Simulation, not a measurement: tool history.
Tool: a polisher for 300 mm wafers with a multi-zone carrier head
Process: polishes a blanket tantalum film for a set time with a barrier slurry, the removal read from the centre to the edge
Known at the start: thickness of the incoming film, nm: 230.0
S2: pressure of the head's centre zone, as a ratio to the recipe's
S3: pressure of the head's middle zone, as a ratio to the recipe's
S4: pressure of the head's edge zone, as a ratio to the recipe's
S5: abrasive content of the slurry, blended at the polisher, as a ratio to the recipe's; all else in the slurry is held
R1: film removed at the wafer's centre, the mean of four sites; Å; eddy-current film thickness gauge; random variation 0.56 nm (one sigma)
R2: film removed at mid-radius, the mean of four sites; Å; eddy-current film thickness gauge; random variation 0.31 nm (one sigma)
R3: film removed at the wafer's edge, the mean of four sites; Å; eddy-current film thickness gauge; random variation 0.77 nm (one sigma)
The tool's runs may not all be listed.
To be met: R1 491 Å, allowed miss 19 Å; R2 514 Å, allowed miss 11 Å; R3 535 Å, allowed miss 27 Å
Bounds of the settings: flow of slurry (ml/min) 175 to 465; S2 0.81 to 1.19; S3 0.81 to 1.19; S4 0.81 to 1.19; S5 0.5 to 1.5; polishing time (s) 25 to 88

Run 1, hour 0: flow of slurry (ml/min) 295, S2 1, S3 1, S4 1, S5 1, polishing time (s) 56. Result: R1 838.22 Å, R2 821.92 Å, R3 823.42 Å.
Run 2, hour 5.2: flow of slurry (ml/min) 295, S2 1, S3 1.07, S4 1, S5 1, polishing time (s) 56. Result: R1 833.08 Å, R2 866.45 Å, R3 842.29 Å.
Run 3, hour 11: flow of slurry (ml/min) 295, S2 1, S3 1.07, S4 1.05, S5 1, polishing time (s) 56. Result: R1 839.91 Å, R2 863.88 Å, R3 863.07 Å.
Run 4, hour 13.8: flow of slurry (ml/min) 295, S2 1, S3 1.12, S4 1.05, S5 1, polishing time (s) 56. Result: R1 860.01 Å, R2 889.39 Å, R3 863.95 Å.
Run 5, hour 22.6: flow of slurry (ml/min) 295, S2 1, S3 1.12, S4 0.97, S5 1, polishing time (s) 56. Result: R1 832.34 Å, R2 905.36 Å, R3 818.17 Å.
Run 6, hour 26.5: flow of slurry (ml/min) 295, S2 1, S3 1.08, S4 0.97, S5 1, polishing time (s) 56. Result: R1 851.93 Å, R2 862.88 Å, R3 838.02 Å.
Run 7, hour 32.7: flow of slurry (ml/min) 290, S2 0.97, S3 1.05, S4 0.95, S5 0.9, polishing time (s) 53. Result: R1 749.94 Å, R2 773.02 Å, R3 739.27 Å.
Run 8, hour 37.1: flow of slurry (ml/min) 280, S2 0.94, S3 1.02, S4 0.95, S5 0.8, polishing time (s) 52. Result: R1 693.81 Å, R2 721.12 Å, R3 694.5 Å.
Run 9, hour 39: flow of slurry (ml/min) 270, S2 0.91, S3 0.99, S4 0.95, S5 0.75, polishing time (s) 51. Result: R1 625.67 Å, R2 670.67 Å, R3 679.42 Å.

4 next moves are on the table. One of them brings every result within its allowed miss. Which?
Run A, hour 40.9: flow of slurry (ml/min) 250, S2 0.9, S3 0.95, S4 0.97, S5 0.65, polishing time (s) 43. Result: R1 ?, R2 ?, R3 ?.
Run B, hour 40.9: flow of slurry (ml/min) 310, S2 1.16, S3 0.91, S4 0.89, S5 0.65, polishing time (s) 64. Result: R1 ?, R2 ?, R3 ?.
Run C, hour 40.9: flow of slurry (ml/min) 220, S2 0.96, S3 0.81, S4 1.05, S5 0.65, polishing time (s) 46. Result: R1 ?, R2 ?, R3 ?.
Run D, hour 40.9: flow of slurry (ml/min) 310, S2 0.84, S3 1.13, S4 0.9, S5 0.8, polishing time (s) 61. Result: R1 ?, R2 ?, R3 ?.

move      R1      R2      R3
   A  502.32   514.9  547.37
   B  989.38  756.35  797.14
   C  563.07  478.12  602.02
   D   731.7  923.06  816.73
A: meets every target
B: further off than the last run
C: takes the result that was furthest off past its target
D: further off than the last run
Move A is the one to make.

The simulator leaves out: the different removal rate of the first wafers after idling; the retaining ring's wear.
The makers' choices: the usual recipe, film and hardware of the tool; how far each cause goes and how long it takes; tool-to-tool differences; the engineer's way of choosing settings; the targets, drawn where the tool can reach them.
